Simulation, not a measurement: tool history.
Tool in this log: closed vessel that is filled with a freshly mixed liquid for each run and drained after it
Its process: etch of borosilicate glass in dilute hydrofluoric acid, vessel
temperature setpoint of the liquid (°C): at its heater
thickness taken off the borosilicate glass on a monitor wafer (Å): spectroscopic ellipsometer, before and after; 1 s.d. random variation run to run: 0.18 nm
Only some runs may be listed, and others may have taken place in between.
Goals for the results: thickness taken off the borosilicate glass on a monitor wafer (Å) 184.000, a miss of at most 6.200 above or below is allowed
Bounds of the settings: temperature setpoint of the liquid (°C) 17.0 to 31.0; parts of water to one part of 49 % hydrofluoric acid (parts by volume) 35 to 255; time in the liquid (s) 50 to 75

run	hour	temperature setpoint of the liquid (°C)	parts of water to one part of 49 % hydrofluoric acid (parts by volume)	time in the liquid (s)	thickness taken off the borosilicate glass on a monitor wafer (Å)
1	0.0	23.0	145	75	109.000
2	3.0	23.0	145	50	73.077
3	9.0	25.0	125	50	92.710
4	16.0	25.0	125	75	137.180
5	22.5	25.0	125	75	139.650
6	24.3	25.0	125	75	142.400
7	26.6	26.0	125	75	145.040
8	29.1	27.0	125	75	154.220
9	35.9	27.5	125	75	154.520
10	39.0	28.5	125	75	157.070
11	42.6	29.0	125	75	163.210

Of the 5 settings listed for the next run, only one would bring every result within its allowed miss of target. Which one?
A	46.2	31.0	105	65	?
B	46.2	30.5	110	65	?
C	46.2	29.0	115	60	?
D	46.2	31.0	105	70	?
E	46.2	28.5	110	70	?

move	thickness taken off the borosilicate glass on a monitor wafer (Å)
A	187.310
B	174.270
C	144.530
D	201.710
E	174.170
A: every result within its allowed miss
B: nearer the targets than the last run, but a result is still out of spec
C: moves away from the targets compared with the last run
D: moves the result that the last run missed by most past its target, out the other side
E: nearer the targets than the last run, but a result is still out of spec
The right move is A.
